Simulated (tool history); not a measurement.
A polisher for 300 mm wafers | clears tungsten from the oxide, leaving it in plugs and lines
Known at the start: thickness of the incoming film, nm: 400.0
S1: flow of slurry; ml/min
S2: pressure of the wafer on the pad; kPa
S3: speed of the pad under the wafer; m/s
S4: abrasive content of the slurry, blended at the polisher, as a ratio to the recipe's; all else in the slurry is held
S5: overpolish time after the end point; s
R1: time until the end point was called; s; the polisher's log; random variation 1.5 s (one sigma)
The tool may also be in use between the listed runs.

{"run": 1, "day": 0.0, "S1": 180, "S2": 24.1, "S3": 0.96, "S4": 1, "S5": 9, "R1": 109.13}
{"run": 2, "day": 0.15, "S1": 180, "S2": 29, "S3": 0.96, "S4": 1, "S5": 9, "R1": 91.79}
{"run": 3, "day": 0.208, "S1": 195, "S2": 29, "S3": 0.96, "S4": 1, "S5": 9, "R1": 90.591}
{"run": 4, "day": 0.325, "S1": 195, "S2": 26.2, "S3": 0.96, "S4": 1, "S5": 9, "R1": 99.906}
{"run": 5, "day": 0.388, "S1": 190, "S2": 24.1, "S3": 0.96, "S4": 1, "S5": 9, "R1": 106.93}
{"run": 6, "day": 0.529, "S1": 190, "S2": 21.4, "S3": 0.96, "S4": 1, "S5": 9, "R1": 123.15}
{"run": 7, "day": 0.638, "S1": 190, "S2": 20.7, "S3": 0.96, "S4": 1, "S5": 9, "R1": 124.51}

Run 8 comes next. What will it give?
{"run": 8, "day": 0.679, "S1": 190, "S2": 20, "S3": 0.96, "S4": 1, "S5": 9, "R1": "?"}

Run 8 gave R1 130.83 s.
